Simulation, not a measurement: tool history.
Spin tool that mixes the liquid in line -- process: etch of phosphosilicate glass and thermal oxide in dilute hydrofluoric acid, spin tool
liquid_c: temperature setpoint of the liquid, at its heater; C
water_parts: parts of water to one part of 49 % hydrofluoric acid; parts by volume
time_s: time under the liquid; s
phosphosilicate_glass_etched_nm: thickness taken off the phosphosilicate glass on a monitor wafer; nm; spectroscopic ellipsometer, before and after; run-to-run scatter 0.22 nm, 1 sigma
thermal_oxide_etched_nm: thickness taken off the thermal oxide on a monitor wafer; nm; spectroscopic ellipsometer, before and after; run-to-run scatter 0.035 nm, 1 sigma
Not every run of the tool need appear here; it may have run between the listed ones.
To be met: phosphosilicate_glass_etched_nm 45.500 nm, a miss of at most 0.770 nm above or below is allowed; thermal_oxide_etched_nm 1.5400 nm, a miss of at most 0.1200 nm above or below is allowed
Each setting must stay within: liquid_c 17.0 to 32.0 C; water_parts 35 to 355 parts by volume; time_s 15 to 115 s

run,hour,liquid_c,water_parts,time_s,phosphosilicate_glass_etched_nm,thermal_oxide_etched_nm
1,0.0,24.0,195,60,38.806,1.3229
2,7.9,24.5,195,60,39.554,1.3412
3,11.1,23.0,195,60,37.391,1.2927
4,14.0,25.5,195,60,40.780,1.4513
5,20.2,27.5,195,60,44.277,1.4292
6,21.0,27.5,195,40,29.296,1.0117
7,23.6,28.0,185,40,31.860,1.1031
8,29.1,28.5,180,40,33.370,1.1258
9,34.1,32.0,140,40,51.420,1.6850
10,37.5,31.5,140,40,50.337,1.6908
11,46.5,31.0,140,40,49.472,1.6990
12,49.2,30.5,140,40,48.487,1.6174
13,56.8,30.0,140,40,48.180,1.5780
14,59.5,29.5,140,40,47.361,1.5532
15,68.4,29.5,140,40,46.972,1.5671

Exactly one of the 4 candidate moves below puts every result within its allowed miss. Which one?
A,77.3,17.0,185,90,?,?
B,77.3,32.0,95,25,?,?
C,77.3,32.0,155,40,?,?
D,77.3,32.0,165,45,?,?

move,phosphosilicate_glass_etched_nm,thermal_oxide_etched_nm
A,47.035,1.5899
B,50.354,1.7021
C,45.338,1.5325
D,47.272,1.5979
A: just as far off the targets as the last run
B: further off than the last run
C: each result inside its tolerance
D: further off than the last run
C is the move that brings every result within its allowed miss.
